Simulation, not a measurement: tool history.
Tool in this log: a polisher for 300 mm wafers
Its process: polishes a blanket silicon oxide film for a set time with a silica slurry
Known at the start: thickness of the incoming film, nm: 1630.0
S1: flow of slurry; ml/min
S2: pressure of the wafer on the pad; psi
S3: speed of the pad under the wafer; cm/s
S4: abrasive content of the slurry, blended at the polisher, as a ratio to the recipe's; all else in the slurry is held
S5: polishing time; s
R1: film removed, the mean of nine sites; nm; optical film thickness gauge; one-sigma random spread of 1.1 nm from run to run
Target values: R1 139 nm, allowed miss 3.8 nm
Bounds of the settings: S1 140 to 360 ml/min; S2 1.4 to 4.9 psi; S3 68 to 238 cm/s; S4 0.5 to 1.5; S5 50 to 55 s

run 1 hour=0 | S1=230 S2=3.1 S3=152 S4=1 S5=55 | R1=154.82
run 2 hour=5.4 | S1=225 S2=3 S3=152 S4=1 S5=55 | R1=151.77
run 3 hour=12.2 | S1=225 S2=2.9 S3=152 S4=1 S5=55 | R1=148.63
run 4 hour=19.9 | S1=225 S2=2.9 S3=152 S4=1.2 S5=55 | R1=159.9
run 5 hour=24.4 | S1=225 S2=2.8 S3=152 S4=1.2 S5=55 | R1=157.88
run 6 hour=29.7 | S1=250 S2=2.8 S3=152 S4=1.2 S5=55 | R1=159.82
run 7 hour=30.7 | S1=250 S2=2.8 S3=152 S4=1.2 S5=55 | R1=161.26
run 8 hour=33.2 | S1=230 S2=2.7 S3=152 S4=1.2 S5=55 | R1=155.5

Of the 5 settings listed for the next run, only one would bring every result within its allowed miss of target. Which one?
run A hour=35.7 | S1=225 S2=3 S3=136 S4=1.2 S5=53 | R1=?
run B hour=35.7 | S1=220 S2=2.6 S3=154 S4=1.25 S5=50 | R1=?
run C hour=35.7 | S1=205 S2=3.6 S3=162 S4=1 S5=52 | R1=?
run D hour=35.7 | S1=215 S2=2.5 S3=168 S4=1.2 S5=54 | R1=?
run E hour=35.7 | S1=240 S2=2.6 S3=148 S4=1.25 S5=54 | R1=?

move=A R1=151.46
move=B R1=139.14
move=C R1=167.91
move=D R1=149.63
move=E R1=148.85
A: moves toward the targets from the last run without getting all of them in spec
B: meets every target
C: its largest miss is bigger than the last run's
D: moves toward the targets from the last run without getting all of them in spec
E: moves toward the targets from the last run without getting all of them in spec
Answer: B
